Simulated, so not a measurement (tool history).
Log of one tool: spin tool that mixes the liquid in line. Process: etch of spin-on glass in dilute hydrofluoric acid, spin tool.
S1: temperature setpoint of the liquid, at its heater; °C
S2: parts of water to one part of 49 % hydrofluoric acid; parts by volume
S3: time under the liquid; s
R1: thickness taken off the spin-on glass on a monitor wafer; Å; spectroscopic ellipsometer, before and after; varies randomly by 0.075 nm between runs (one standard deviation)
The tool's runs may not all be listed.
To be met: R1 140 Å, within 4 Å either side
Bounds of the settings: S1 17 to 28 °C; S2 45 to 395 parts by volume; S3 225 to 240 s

run	hour	S1	S2	S3	R1
1	0	20	220	225	224.57
2	2.2	19.5	225	225	214.14
3	9.2	22.5	225	225	238.54
4	17.4	22	230	225	229.66
5	23.8	25	230	225	256.08
6	25.7	25	230	240	272.22
7	30.2	24.5	240	240	253.1
8	39	24	245	240	244.82
9	46.3	23.5	250	240	233.91
10	50.8	19.5	310	240	154.77

Pick the move, out of 4, that brings all results within their allowed miss; only one does.
A	55.3	20	350	235	?
B	55.3	17	310	240	?
C	55.3	19	310	240	?
D	55.3	21	310	225	?

move	R1
A	131.68
B	140.1
C	151.21
D	152.72
A: takes the result that was furthest off past its target
B: all results land within tolerance of their targets
C: moves toward the targets from the last run without getting all of them in spec
D: moves toward the targets from the last run without getting all of them in spec
The move that meets every target is B.

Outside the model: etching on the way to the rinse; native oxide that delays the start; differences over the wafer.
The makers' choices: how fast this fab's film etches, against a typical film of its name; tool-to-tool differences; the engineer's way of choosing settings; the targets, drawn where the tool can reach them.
